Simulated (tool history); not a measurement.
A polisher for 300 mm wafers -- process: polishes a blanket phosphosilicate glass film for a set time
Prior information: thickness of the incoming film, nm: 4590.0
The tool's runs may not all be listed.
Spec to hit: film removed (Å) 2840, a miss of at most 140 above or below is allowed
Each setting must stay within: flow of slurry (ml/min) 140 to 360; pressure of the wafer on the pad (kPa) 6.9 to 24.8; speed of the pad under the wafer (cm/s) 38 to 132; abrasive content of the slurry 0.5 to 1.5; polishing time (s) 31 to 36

run	hour	flow of slurry (ml/min)	pressure of the wafer on the pad (kPa)	speed of the pad under the wafer (cm/s)	abrasive content of the slurry	polishing time (s)	film removed (Å)
1	0	230	15.9	84	1	36	1804
2	4	270	15.9	84	1	36	1792.9
3	5.6	270	17.2	84	1	36	1992.1
4	8.9	225	17.2	84	1	36	1913.3
5	10.4	225	17.2	98	1	36	2097.2
6	14.1	225	17.2	116	1	36	2317.5
7	18.1	225	17.9	116	1	36	2529.6
8	25.9	230	18.6	116	1	36	2494.3
9	31.8	230	19.3	116	1	36	2666.5

5 next moves are on the table. One of them brings every result within its allowed miss. Which?
A	37.7	325	17.9	112	1.05	35	?
B	37.7	180	20	114	1.15	33	?
C	37.7	240	18.6	108	1	36	?
D	37.7	220	20	120	1.1	35	?
E	37.7	230	24.1	116	0.75	33	?

move	film removed (Å)
A	2464.5
B	2608.9
C	2446.4
D	2850.6
E	2538.5
A: misses by more than the last run did
B: misses by more than the last run did
C: misses by more than the last run did
D: every result lands within tolerance
E: misses by more than the last run did
Move D is the one to make.
